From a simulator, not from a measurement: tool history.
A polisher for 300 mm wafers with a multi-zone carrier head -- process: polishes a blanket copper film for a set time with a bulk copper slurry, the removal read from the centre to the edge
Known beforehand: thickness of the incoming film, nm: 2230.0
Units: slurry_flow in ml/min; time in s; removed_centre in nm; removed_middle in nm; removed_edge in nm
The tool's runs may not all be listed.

{"run": 1, "day": 0.0, "slurry_flow": 265, "centre_zone": 1, "middle_zone": 1, "edge_zone": 1, "slurry_solids": 1, "time": 75, "removed_centre": 654.38, "removed_middle": 620.13, "removed_edge": 638.17}
{"run": 2, "day": 0.133, "slurry_flow": 265, "centre_zone": 1, "middle_zone": 1, "edge_zone": 0.96, "slurry_solids": 1, "time": 75, "removed_centre": 656.99, "removed_middle": 632.46, "removed_edge": 639.93}
{"run": 3, "day": 0.358, "slurry_flow": 265, "centre_zone": 0.95, "middle_zone": 1, "edge_zone": 0.96, "slurry_solids": 1, "time": 75, "removed_centre": 619.39, "removed_middle": 625.31, "removed_edge": 624.47}
{"run": 4, "day": 0.471, "slurry_flow": 270, "centre_zone": 0.97, "middle_zone": 1.01, "edge_zone": 0.95, "slurry_solids": 1, "time": 75, "removed_centre": 630.8, "removed_middle": 635.02, "removed_edge": 624.19}
{"run": 5, "day": 0.733, "slurry_flow": 270, "centre_zone": 1.02, "middle_zone": 1.01, "edge_zone": 0.95, "slurry_solids": 1, "time": 75, "removed_centre": 661.4, "removed_middle": 644.32, "removed_edge": 632.65}
{"run": 6, "day": 0.775, "slurry_flow": 275, "centre_zone": 1.04, "middle_zone": 1.02, "edge_zone": 0.95, "slurry_solids": 1, "time": 75, "removed_centre": 679.53, "removed_middle": 643.86, "removed_edge": 618.99}
{"run": 7, "day": 1.083, "slurry_flow": 275, "centre_zone": 1.05, "middle_zone": 1.03, "edge_zone": 0.95, "slurry_solids": 1.05, "time": 75, "removed_centre": 684.36, "removed_middle": 649.35, "removed_edge": 637.7}
{"run": 8, "day": 1.321, "slurry_flow": 280, "centre_zone": 1.06, "middle_zone": 1.04, "edge_zone": 0.94, "slurry_solids": 1.05, "time": 75, "removed_centre": 703.05, "removed_middle": 657.82, "removed_edge": 616.41}

Predict the results of run 9:
{"run": 9, "day": 1.642, "slurry_flow": 280, "centre_zone": 1.06, "middle_zone": 1.05, "edge_zone": 0.94, "slurry_solids": 1.1, "time": 75, "removed_centre": "?", "removed_middle": "?", "removed_edge": "?"}

Run 9 gave removed_centre 706.54 nm, removed_middle 675.57 nm, removed_edge 640.31 nm.

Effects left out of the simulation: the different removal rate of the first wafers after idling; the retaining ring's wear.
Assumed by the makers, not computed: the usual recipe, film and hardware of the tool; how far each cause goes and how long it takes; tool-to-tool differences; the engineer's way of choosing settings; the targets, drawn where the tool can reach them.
